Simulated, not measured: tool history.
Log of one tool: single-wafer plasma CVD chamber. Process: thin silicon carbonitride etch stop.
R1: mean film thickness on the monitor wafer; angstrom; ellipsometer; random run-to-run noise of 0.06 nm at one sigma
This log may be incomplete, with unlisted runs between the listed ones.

run 1 hour=0.0 | RF_power_(kW)=0.265 deposition_time_(s)=19.9 | R1=127.48
run 2 hour=8.3 | RF_power_(kW)=0.290 deposition_time_(s)=19.9 | R1=130.55
run 3 hour=9.8 | RF_power_(kW)=0.290 deposition_time_(s)=17.3 | R1=112.58
run 4 hour=12.7 | RF_power_(kW)=0.295 deposition_time_(s)=18.4 | R1=119.94
run 5 hour=14.7 | RF_power_(kW)=0.300 deposition_time_(s)=19.3 | R1=126.25
run 6 hour=17.1 | RF_power_(kW)=0.330 deposition_time_(s)=19.3 | R1=129.79
run 7 hour=22.3 | RF_power_(kW)=0.330 deposition_time_(s)=19.9 | R1=134.07
run 8 hour=28.8 | RF_power_(kW)=0.330 deposition_time_(s)=19.9 | R1=134.09
run 9 hour=32.9 | RF_power_(kW)=0.330 deposition_time_(s)=20.4 | R1=136.83
run 10 hour=37.4 | RF_power_(kW)=0.330 deposition_time_(s)=20.8 | R1=139.68

Expected results for the next run?
run 11 hour=40.2 | RF_power_(kW)=0.330 deposition_time_(s)=21.1 | R1=?

{"run 11": {"R1": 141.9}}
